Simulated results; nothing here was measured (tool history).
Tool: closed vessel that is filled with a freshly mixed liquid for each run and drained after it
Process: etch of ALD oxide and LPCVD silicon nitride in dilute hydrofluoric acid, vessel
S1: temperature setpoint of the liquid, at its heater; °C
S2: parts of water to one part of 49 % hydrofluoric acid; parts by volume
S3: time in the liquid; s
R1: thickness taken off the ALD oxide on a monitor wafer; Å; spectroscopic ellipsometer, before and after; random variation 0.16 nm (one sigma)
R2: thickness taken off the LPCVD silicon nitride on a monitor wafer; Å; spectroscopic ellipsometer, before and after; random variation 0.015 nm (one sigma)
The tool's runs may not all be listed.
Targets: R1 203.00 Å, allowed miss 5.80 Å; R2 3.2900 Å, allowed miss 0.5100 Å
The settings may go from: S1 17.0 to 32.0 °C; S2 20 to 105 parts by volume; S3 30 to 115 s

| run | hour | S1 | S2 | S3 | R1 | R2 |
|---|---|---|---|---|---|---|
| 1 | 0.0 | 24.0 | 55 | 60 | 373.29 | 6.0045 |
| 2 | 5.5 | 24.0 | 70 | 60 | 287.49 | 4.8245 |
| 3 | 9.1 | 22.5 | 75 | 60 | 249.66 | 4.3378 |
| 4 | 12.9 | 25.5 | 75 | 60 | 283.08 | 5.1802 |
| 5 | 15.6 | 23.5 | 75 | 60 | 259.67 | 4.2993 |
| 6 | 17.3 | 23.5 | 75 | 80 | 343.76 | 6.3059 |
| 7 | 23.3 | 21.5 | 80 | 80 | 299.13 | 4.5550 |
| 8 | 31.4 | 21.5 | 85 | 80 | 278.71 | 4.7030 |
| 9 | 37.1 | 20.5 | 90 | 80 | 250.96 | 4.0368 |
| 10 | 43.7 | 20.0 | 95 | 80 | 233.07 | 3.7283 |
| 11 | 50.9 | 20.0 | 95 | 80 | 233.83 | 3.6063 |
| 12 | 59.3 | 20.0 | 100 | 80 | 216.81 | 3.5044 |

4 next moves are on the table. One of them brings every result within its allowed miss. Which?
| A | 67.7 | 22.5 | 105 | 65 | ? | ? |
| B | 67.7 | 20.5 | 90 | 65 | ? | ? |
| C | 67.7 | 29.0 | 105 | 55 | ? | ? |
| D | 67.7 | 21.5 | 105 | 70 | ? | ? |

| move | R1 | R2 |
|---|---|---|
| A | 188.82 | 3.1238 |
| B | 206.69 | 3.1755 |
| C | 205.66 | 4.0283 |
| D | 195.33 | 3.1465 |
A: takes the result that was furthest off past its target
B: meets every target
C: brings the result that was furthest off to its target, and leaves another outside
D: takes the result that was furthest off past its target
Move B is the one to make.

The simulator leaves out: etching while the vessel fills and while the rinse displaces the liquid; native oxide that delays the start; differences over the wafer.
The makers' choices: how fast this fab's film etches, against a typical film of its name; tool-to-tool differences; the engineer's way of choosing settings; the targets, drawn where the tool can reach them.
